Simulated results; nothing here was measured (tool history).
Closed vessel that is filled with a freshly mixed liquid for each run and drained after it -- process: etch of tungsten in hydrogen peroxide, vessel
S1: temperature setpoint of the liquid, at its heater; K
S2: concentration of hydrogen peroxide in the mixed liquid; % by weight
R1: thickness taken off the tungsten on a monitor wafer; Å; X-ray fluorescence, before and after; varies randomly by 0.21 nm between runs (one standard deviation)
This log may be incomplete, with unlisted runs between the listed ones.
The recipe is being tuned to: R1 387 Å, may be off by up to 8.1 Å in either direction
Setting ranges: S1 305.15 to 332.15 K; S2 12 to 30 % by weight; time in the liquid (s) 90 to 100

Run 1, hour 0: S1 316.15 K, S2 22.5 % by weight, time in the liquid (s) 90. Result: R1 655.77 Å.
Run 2, hour 0.9: S1 316.15 K, S2 22.5 % by weight, time in the liquid (s) 100. Result: R1 735.86 Å.
Run 3, hour 9: S1 316.15 K, S2 17.5 % by weight, time in the liquid (s) 100. Result: R1 643.91 Å.
Run 4, hour 14.7: S1 315.15 K, S2 17.5 % by weight, time in the liquid (s) 100. Result: R1 603.24 Å.
Run 5, hour 22: S1 314.15 K, S2 17.5 % by weight, time in the liquid (s) 100. Result: R1 565.28 Å.
Run 6, hour 26.3: S1 313.65 K, S2 17.5 % by weight, time in the liquid (s) 100. Result: R1 554.41 Å.
Run 7, hour 32.7: S1 306.65 K, S2 17.5 % by weight, time in the liquid (s) 100. Result: R1 346.04 Å.
Run 8, hour 41: S1 307.65 K, S2 17.5 % by weight, time in the liquid (s) 100. Result: R1 370.68 Å.

Exactly one of the 4 candidate moves below puts every result within its allowed miss. Which one?
Run A, hour 49.3: S1 308.15 K, S2 19 % by weight, time in the liquid (s) 90. Result: R1 ?.
Run B, hour 49.3: S1 308.15 K, S2 16.5 % by weight, time in the liquid (s) 100. Result: R1 ?.
Run C, hour 49.3: S1 309.15 K, S2 15.5 % by weight, time in the liquid (s) 100. Result: R1 ?.
Run D, hour 49.3: S1 310.15 K, S2 15.5 % by weight, time in the liquid (s) 90. Result: R1 ?.

move      R1
   A  361.51
   B  374.32
   C  387.93
   D  373.17
A: its largest miss is bigger than the last run's
B: closes in on the targets versus the last run, not all within tolerance yet
C: meets every target
D: closes in on the targets versus the last run, not all within tolerance yet
Go with C: it meets all targets.

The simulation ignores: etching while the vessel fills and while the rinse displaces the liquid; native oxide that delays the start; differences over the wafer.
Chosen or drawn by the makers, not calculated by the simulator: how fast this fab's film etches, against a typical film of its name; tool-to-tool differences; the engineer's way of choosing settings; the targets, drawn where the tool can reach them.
